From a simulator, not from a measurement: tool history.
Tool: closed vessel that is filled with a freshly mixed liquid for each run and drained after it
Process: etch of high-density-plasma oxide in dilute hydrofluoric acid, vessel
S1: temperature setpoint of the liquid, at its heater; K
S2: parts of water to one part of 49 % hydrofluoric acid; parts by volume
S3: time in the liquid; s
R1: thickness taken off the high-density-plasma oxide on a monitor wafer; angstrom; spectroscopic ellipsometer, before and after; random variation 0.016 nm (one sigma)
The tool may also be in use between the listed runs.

| run | hour | S1 | S2 | S3 | R1 |
|---|---|---|---|---|---|
| 1 | 0.0 | 295.15 | 250 | 70 | 22.359 |
| 2 | 2.8 | 294.65 | 250 | 70 | 21.864 |
| 3 | 9.2 | 294.15 | 250 | 70 | 21.395 |
| 4 | 12.3 | 294.15 | 250 | 50 | 14.975 |
| 5 | 17.6 | 292.15 | 250 | 50 | 14.083 |
| 6 | 18.8 | 292.65 | 250 | 50 | 14.496 |
| 7 | 21.2 | 293.15 | 250 | 50 | 14.771 |
| 8 | 26.7 | 293.65 | 250 | 50 | 15.078 |

Run 9 comes next. What will it give?
| 9 | 31.3 | 294.15 | 250 | 50 | ? |

R1: 14.934 angstrom

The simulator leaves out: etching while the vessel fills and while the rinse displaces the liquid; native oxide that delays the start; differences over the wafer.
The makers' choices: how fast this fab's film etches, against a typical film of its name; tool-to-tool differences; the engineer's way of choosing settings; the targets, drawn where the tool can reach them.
